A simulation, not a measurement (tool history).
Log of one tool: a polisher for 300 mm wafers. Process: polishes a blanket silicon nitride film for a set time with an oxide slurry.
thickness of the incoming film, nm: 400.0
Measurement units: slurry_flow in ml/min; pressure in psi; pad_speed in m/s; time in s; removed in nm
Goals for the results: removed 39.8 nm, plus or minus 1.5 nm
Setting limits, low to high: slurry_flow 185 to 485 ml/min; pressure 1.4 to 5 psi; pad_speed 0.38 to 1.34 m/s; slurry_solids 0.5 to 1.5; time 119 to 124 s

run  hour  slurry_flow  pressure  pad_speed  slurry_solids  time  removed
  1     0          310       3.2       0.86              1   119   55.934
  2   2.9          310       3.2       0.86              1   119   56.003
  3   6.3          310         3       0.86              1   119   53.063
  4  14.1          310         3       0.86            0.8   119   46.403
  5  22.8          310       2.9       0.86            0.8   119   44.776
  6  25.6          310       2.9       1.04            0.8   119   53.521
  7    30          310       2.8       1.04            0.8   119   50.661
  8  36.6          310       2.7       1.04            0.8   119    47.76
  9  40.6          310       2.7       1.04            0.8   119   48.753
 10  41.2          310       2.6       1.04            0.8   119   47.259
 11    46          310       2.5       1.04            0.8   119   46.207
 12  53.6          310       2.4       1.04            0.8   119   43.878

4 next moves are on the table. One of them brings every result within its allowed miss. Which?
  A  61.2          270       2.5        1.1            0.7   119        ?
  B  61.2          250       3.2       0.66              1   119        ?
  C  61.2          285       2.3       0.98            0.8   119        ?
  D  61.2          290       2.4       1.06           0.75   119        ?

move  removed
   A    43.42
   B   44.216
   C   39.792
   D    42.59
A: moves toward the targets from the last run without getting all of them in spec
B: its largest miss is bigger than the last run's
C: meets every target
D: moves toward the targets from the last run without getting all of them in spec
So the answer is move C, the one that meets all the targets.

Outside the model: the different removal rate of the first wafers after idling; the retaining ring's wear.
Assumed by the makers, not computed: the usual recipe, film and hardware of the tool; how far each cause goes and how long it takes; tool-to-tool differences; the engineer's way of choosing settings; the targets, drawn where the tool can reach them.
